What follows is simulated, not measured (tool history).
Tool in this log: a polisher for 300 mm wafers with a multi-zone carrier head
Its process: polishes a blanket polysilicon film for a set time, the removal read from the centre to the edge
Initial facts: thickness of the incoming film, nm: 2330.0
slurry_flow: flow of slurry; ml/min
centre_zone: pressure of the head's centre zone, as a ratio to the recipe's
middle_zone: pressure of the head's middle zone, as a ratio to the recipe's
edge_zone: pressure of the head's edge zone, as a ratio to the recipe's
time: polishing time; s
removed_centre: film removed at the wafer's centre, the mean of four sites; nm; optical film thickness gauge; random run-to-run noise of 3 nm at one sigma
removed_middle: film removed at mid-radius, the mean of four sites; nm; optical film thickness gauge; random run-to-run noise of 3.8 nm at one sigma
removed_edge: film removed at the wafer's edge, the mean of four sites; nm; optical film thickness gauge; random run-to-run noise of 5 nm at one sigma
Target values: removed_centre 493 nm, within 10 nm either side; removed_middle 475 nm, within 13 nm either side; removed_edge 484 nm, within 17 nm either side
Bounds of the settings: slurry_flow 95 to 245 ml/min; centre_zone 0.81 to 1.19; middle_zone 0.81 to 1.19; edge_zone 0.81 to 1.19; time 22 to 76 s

run	hour	slurry_flow	centre_zone	middle_zone	edge_zone	time	removed_centre	removed_middle	removed_edge
1	0	155	1	1	1	49	424.82	424.44	424.58
2	7.8	185	1	1	1	49	438.86	421.9	432.78
3	8.4	195	1.01	1.02	1.03	49	445.87	439.79	440.9
4	10.8	200	1.02	1.02	1.06	49	450.49	442.21	441.89
5	16.9	200	1.02	1.02	1.11	49	454.04	439.47	451.64
6	23	200	1.02	1.02	1.06	49	451.69	439.16	450.83
7	29.2	205	1.03	1.03	1.07	49	453.77	451.39	448.81
8	32	205	1.03	1.03	1.07	49	455.68	447.13	445.57

Next run, 5 choices. One meets every target within its allowed miss, the rest don't. Which?
A	34.8	180	1	1.03	1.02	47	?	?	?
B	34.8	180	0.84	1.02	1.09	53	?	?	?
C	34.8	240	1.01	1.01	1.05	53	?	?	?
D	34.8	240	0.97	1.05	1.12	50	?	?	?
E	34.8	160	0.85	0.85	1.08	57	?	?	?

move	removed_centre	removed_middle	removed_edge
A	423.04	421.03	415.73
B	418.09	471.13	484.54
C	496.83	480.86	486.04
D	454.47	468.86	473.39
E	446.6	429.66	515.1
A: its largest miss is bigger than the last run's
B: its largest miss is bigger than the last run's
C: hits every target within its allowed miss
D: about as far from the targets as the last run
E: its largest miss is bigger than the last run's
Go with C: it meets all targets.

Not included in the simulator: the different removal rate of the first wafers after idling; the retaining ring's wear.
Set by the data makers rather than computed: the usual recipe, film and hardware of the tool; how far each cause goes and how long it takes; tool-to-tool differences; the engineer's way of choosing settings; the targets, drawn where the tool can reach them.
